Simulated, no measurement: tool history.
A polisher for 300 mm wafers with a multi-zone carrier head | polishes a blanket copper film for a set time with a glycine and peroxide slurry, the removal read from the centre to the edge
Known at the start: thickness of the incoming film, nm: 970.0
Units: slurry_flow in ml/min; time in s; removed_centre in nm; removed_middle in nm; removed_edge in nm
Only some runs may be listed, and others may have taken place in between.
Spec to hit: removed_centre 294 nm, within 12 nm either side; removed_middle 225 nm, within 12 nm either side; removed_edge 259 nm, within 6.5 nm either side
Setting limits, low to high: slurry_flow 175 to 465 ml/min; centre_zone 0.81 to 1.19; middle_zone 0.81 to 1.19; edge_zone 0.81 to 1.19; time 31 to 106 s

run,hour,slurry_flow,centre_zone,middle_zone,edge_zone,time,removed_centre,removed_middle,removed_edge
1,0,295,1,1,1,68,366.68,367.38,356.32
2,2.7,295,0.94,1,1,68,347.65,369.59,356.23
3,9.4,225,0.94,1,1,68,335.22,350.01,342.99
4,11.7,215,0.97,0.95,0.99,64,324.25,313.65,322.08
5,19.7,205,1,0.92,0.98,61,318.5,281.49,294.91
6,25.3,200,1,0.89,0.98,60,312.3,269.28,289.28
7,33.9,195,1.01,0.87,0.98,59,302.97,264.48,288.32
8,41.8,190,1.03,0.85,0.98,58,301.87,247.6,284.5
9,48.2,185,1.04,0.84,0.96,57,300.69,234.35,274.47
10,52.5,185,1.04,0.84,0.94,57,297.32,246.45,270.52
11,60.6,185,1.05,0.83,0.94,56,294.25,238.23,269.58

Exactly one of the 5 candidate moves below puts every result within its allowed miss. Which one?
A,68.7,180,1.06,0.9,0.9,56,?,?,?
B,68.7,220,0.98,0.82,0.85,59,?,?,?
C,68.7,185,0.98,0.87,0.84,61,?,?,?
D,68.7,225,1.07,0.82,0.94,53,?,?,?
E,68.7,180,1.03,0.81,0.9,59,?,?,?

move,removed_centre,removed_middle,removed_edge
A,286.71,248.61,260.08
B,292.96,251.47,274.36
C,293,264.86,275.8
D,285.61,226.55,258.73
E,294.26,240.23,274.34
A: the worst result of the last run now meets its target, but another is out of spec
B: moves away from the targets compared with the last run
C: moves away from the targets compared with the last run
D: meets every target
E: moves away from the targets compared with the last run
The right move is D.

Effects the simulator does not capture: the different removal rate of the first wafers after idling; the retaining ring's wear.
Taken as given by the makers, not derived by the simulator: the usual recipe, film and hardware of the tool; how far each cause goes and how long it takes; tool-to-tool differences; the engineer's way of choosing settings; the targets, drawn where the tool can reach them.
